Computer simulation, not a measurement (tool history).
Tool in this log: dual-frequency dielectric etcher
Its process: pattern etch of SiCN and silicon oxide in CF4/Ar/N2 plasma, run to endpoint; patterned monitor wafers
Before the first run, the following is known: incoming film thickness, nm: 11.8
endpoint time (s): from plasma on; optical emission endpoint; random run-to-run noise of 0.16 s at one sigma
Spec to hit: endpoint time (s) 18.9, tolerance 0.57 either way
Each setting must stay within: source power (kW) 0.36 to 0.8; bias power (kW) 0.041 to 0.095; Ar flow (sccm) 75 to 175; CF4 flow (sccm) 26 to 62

run 1 hour=0 | source_power_(kW)=0.58 bias_power_(kW)=0.068 Ar_flow_(sccm)=125 CF4_flow_(sccm)=44 | endpoint_time_(s)=13.142
run 2 hour=8.3 | source_power_(kW)=0.55 bias_power_(kW)=0.067 Ar_flow_(sccm)=126 CF4_flow_(sccm)=44 | endpoint_time_(s)=13.797
run 3 hour=10.7 | source_power_(kW)=0.63 bias_power_(kW)=0.067 Ar_flow_(sccm)=126 CF4_flow_(sccm)=44 | endpoint_time_(s)=12.526
run 4 hour=13.1 | source_power_(kW)=0.59 bias_power_(kW)=0.064 Ar_flow_(sccm)=128 CF4_flow_(sccm)=44 | endpoint_time_(s)=13.429
run 5 hour=13.6 | source_power_(kW)=0.59 bias_power_(kW)=0.064 Ar_flow_(sccm)=137 CF4_flow_(sccm)=44 | endpoint_time_(s)=13.594
run 6 hour=17.8 | source_power_(kW)=0.59 bias_power_(kW)=0.064 Ar_flow_(sccm)=155 CF4_flow_(sccm)=44 | endpoint_time_(s)=13.882
run 7 hour=20.7 | source_power_(kW)=0.56 bias_power_(kW)=0.063 Ar_flow_(sccm)=155 CF4_flow_(sccm)=44 | endpoint_time_(s)=14.311
run 8 hour=28.7 | source_power_(kW)=0.53 bias_power_(kW)=0.061 Ar_flow_(sccm)=156 CF4_flow_(sccm)=44 | endpoint_time_(s)=15.314
run 9 hour=35.1 | source_power_(kW)=0.51 bias_power_(kW)=0.06 Ar_flow_(sccm)=156 CF4_flow_(sccm)=44 | endpoint_time_(s)=15.988
run 10 hour=41.8 | source_power_(kW)=0.49 bias_power_(kW)=0.06 Ar_flow_(sccm)=156 CF4_flow_(sccm)=44 | endpoint_time_(s)=16.629
run 11 hour=44.6 | source_power_(kW)=0.48 bias_power_(kW)=0.06 Ar_flow_(sccm)=156 CF4_flow_(sccm)=44 | endpoint_time_(s)=16.909
run 12 hour=48.2 | source_power_(kW)=0.47 bias_power_(kW)=0.06 Ar_flow_(sccm)=156 CF4_flow_(sccm)=44 | endpoint_time_(s)=17.074

Which single option among these 4 for the next run brings every result within its allowed miss of target? Just one does.
run A hour=51.8 | source_power_(kW)=0.41 bias_power_(kW)=0.078 Ar_flow_(sccm)=175 CF4_flow_(sccm)=43 | endpoint_time_(s)=?
run B hour=51.8 | source_power_(kW)=0.49 bias_power_(kW)=0.056 Ar_flow_(sccm)=153 CF4_flow_(sccm)=48 | endpoint_time_(s)=?
run C hour=51.8 | source_power_(kW)=0.49 bias_power_(kW)=0.063 Ar_flow_(sccm)=165 CF4_flow_(sccm)=47 | endpoint_time_(s)=?
run D hour=51.8 | source_power_(kW)=0.42 bias_power_(kW)=0.057 Ar_flow_(sccm)=136 CF4_flow_(sccm)=43 | endpoint_time_(s)=?

move=A endpoint_time_(s)=17.19
move=B endpoint_time_(s)=16.318
move=C endpoint_time_(s)=15.81
move=D endpoint_time_(s)=18.58
A: better than the last run, though not everything is in spec
B: the biggest miss grows against the last run
C: the biggest miss grows against the last run
D: in spec on every target
Move D is the one to make.

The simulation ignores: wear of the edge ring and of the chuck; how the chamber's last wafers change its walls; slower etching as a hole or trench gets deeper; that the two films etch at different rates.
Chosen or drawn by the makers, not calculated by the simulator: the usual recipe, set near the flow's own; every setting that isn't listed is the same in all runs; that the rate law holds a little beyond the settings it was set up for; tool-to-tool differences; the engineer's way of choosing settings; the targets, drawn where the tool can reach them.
